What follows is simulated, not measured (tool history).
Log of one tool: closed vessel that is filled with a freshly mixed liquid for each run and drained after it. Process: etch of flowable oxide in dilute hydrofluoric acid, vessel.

run    day  temperature setpoint of the liquid (°C)  parts of water to one part of 49 % hydrofluoric acid (parts by volume)  time in the liquid (s)  thickness taken off the flowable oxide on a monitor wafer (angstrom)
  1      0                                       22                                                                     130                      30                                                                129.45
  2  0.096                                       22                                                                     105                      30                                                                163.94
  3    0.2                                       25                                                                     105                      30                                                                185.51
  4  0.317                                       25                                                                     130                      30                                                                144.02
  5  0.354                                     26.5                                                                     115                      30                                                                176.78
  6  0.492                                     26.5                                                                     115                      30                                                                176.15

The next listed run, before its measurement:
  7  0.679                                       30                                                                      65                      30                                                                     ?

Run 7 gave thickness taken off the flowable oxide on a monitor wafer (angstrom) 383.92.

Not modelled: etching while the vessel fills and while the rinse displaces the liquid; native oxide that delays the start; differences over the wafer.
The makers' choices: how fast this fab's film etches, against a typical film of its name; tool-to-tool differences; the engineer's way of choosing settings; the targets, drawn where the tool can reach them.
